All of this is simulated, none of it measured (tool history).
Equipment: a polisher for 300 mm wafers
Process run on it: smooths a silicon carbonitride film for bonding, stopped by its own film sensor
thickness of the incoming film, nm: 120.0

run  hour  flow of slurry (ml/min)  pressure of the wafer on the pad (psi)  speed of the pad under the wafer (m/s)  abrasive content of the slurry  target thickness at which the film sensor stops the polish (nm)  time until the film sensor stopped the polish (s)
  1     0                      280                                     1.9                                    0.76                               1                                                               93                                             139.09
  2   5.7                      280                                     1.9                                     0.9                               1                                                               93                                             120.23
  3  11.6                      280                                     1.8                                     0.9                               1                                                               93                                             125.43
  4  17.9                      325                                     1.8                                     0.9                               1                                                               93                                              122.7
  5  24.6                      315                                     1.7                                     0.9                               1                                                               93                                             128.48
  6  33.5                      305                                     1.6                                     0.9                               1                                                               93                                             134.72

Run 7 has not been measured yet. What should we expect?
  7    38                      300                                     1.5                                     0.9                               1                                                               93                                                  ?

{"run 7": {"time until the film sensor stopped the polish (s)": 142.38}}

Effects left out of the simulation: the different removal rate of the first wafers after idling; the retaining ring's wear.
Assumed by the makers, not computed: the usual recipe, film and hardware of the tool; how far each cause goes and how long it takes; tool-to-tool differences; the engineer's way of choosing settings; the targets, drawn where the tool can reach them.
